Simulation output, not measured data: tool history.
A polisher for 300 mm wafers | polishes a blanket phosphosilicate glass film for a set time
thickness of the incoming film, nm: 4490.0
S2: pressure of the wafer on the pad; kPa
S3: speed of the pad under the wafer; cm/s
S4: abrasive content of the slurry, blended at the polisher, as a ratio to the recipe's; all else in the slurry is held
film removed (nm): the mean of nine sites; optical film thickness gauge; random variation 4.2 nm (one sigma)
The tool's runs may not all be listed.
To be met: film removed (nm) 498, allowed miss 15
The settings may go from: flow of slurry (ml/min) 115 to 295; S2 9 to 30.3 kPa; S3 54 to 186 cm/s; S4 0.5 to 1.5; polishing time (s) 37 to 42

Run 1, day 0: flow of slurry (ml/min) 190, S2 19.3 kPa, S3 118 cm/s, S4 1, polishing time (s) 42. Result: film removed (nm) 372.8.
Run 2, day 0.338: flow of slurry (ml/min) 190, S2 19.3 kPa, S3 118 cm/s, S4 1, polishing time (s) 37. Result: film removed (nm) 328.06.
Run 3, day 0.504: flow of slurry (ml/min) 190, S2 20 kPa, S3 118 cm/s, S4 1, polishing time (s) 37. Result: film removed (nm) 339.84.
Run 4, day 0.867: flow of slurry (ml/min) 190, S2 17.9 kPa, S3 118 cm/s, S4 1, polishing time (s) 37. Result: film removed (nm) 305.29.
Run 5, day 1.008: flow of slurry (ml/min) 190, S2 18.6 kPa, S3 118 cm/s, S4 1, polishing time (s) 37. Result: film removed (nm) 316.55.
Run 6, day 1.333: flow of slurry (ml/min) 215, S2 18.6 kPa, S3 118 cm/s, S4 1, polishing time (s) 37. Result: film removed (nm) 318.57.
Run 7, day 1.404: flow of slurry (ml/min) 215, S2 19.3 kPa, S3 118 cm/s, S4 1, polishing time (s) 37. Result: film removed (nm) 334.57.
Run 8, day 1.596: flow of slurry (ml/min) 215, S2 20 kPa, S3 118 cm/s, S4 1, polishing time (s) 37. Result: film removed (nm) 345.71.

Which of these 4 next moves meets every target?
Run A, day 1.788: flow of slurry (ml/min) 265, S2 22.8 kPa, S3 180 cm/s, S4 0.8, polishing time (s) 40. Result: film removed (nm) ?.
Run B, day 1.788: flow of slurry (ml/min) 225, S2 17.2 kPa, S3 102 cm/s, S4 0.85, polishing time (s) 41. Result: film removed (nm) ?.
Run C, day 1.788: flow of slurry (ml/min) 230, S2 20.7 kPa, S3 106 cm/s, S4 1.05, polishing time (s) 42. Result: film removed (nm) ?.
Run D, day 1.788: flow of slurry (ml/min) 195, S2 17.9 kPa, S3 86 cm/s, S4 0.95, polishing time (s) 40. Result: film removed (nm) ?.

move  film removed (nm)
   A             512.47
   B             288.81
   C             397.67
   D             276.04
A: meets every target
B: further off than the last run
C: nearer than the last run, and not there yet
D: further off than the last run
The right move is A.

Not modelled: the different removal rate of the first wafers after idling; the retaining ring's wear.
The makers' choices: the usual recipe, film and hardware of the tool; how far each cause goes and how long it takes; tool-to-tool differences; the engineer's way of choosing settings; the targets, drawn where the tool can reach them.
